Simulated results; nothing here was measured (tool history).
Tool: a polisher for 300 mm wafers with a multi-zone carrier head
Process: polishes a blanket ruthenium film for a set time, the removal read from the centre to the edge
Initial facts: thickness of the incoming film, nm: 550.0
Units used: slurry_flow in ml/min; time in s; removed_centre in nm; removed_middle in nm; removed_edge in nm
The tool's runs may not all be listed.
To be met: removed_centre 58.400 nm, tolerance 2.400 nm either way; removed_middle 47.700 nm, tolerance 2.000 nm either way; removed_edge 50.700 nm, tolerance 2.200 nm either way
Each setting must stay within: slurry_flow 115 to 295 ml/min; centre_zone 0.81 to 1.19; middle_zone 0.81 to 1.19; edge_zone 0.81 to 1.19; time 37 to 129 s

run  hour  slurry_flow  centre_zone  middle_zone  edge_zone  time  removed_centre  removed_middle  removed_edge
  1   0.0          190         1.00         1.00       1.00    83          70.487          71.885        68.933
  2   8.2          190         1.00         1.04       1.00    83          72.368          72.858        68.326
  3  10.2          185         1.06         0.99       1.00    75          66.128          64.514        64.140
  4  14.1          185         0.97         0.99       1.00    75          62.221          62.123        62.161
  5  23.0          165         0.97         0.99       1.00    75          60.608          62.815        61.991
  6  28.1          165         0.90         0.99       1.00    75          55.232          62.346        61.353
  7  30.8          185         0.96         0.96       0.97    69          54.796          56.765        58.006
  8  36.0          185         0.96         0.96       0.97    69          55.151          57.865        58.474
  9  39.0          205         1.03         0.97       0.99    62          53.921          53.218        53.046
 10  43.5          230         1.08         0.95       1.01    60          55.993          51.094        52.674
 11  49.9          240         1.11         0.94       1.01    59          57.168          50.923        51.694

5 candidate next runs follow, results not yet known. Just one meets every target within its allowed miss. Identify it.
  A  56.3          275         1.12         1.02       1.02    60               ?               ?             ?
  B  56.3          250         1.16         0.91       1.02    57               ?               ?             ?
  C  56.3          275         1.06         1.05       0.97    61               ?               ?             ?
  D  56.3          225         1.01         1.04       0.96    62               ?               ?             ?
  E  56.3          270         1.09         0.98       0.99    60               ?               ?             ?

move  removed_centre  removed_middle  removed_edge
   A          59.787          55.800        52.873
   B          57.985          47.718        49.890
   C          57.695          58.143        52.447
   D          54.532          57.247        52.095
   E          58.117          53.879        52.062
A: its largest miss is bigger than the last run's
B: all results in spec
C: its largest miss is bigger than the last run's
D: its largest miss is bigger than the last run's
E: its largest miss is bigger than the last run's
Answer: B
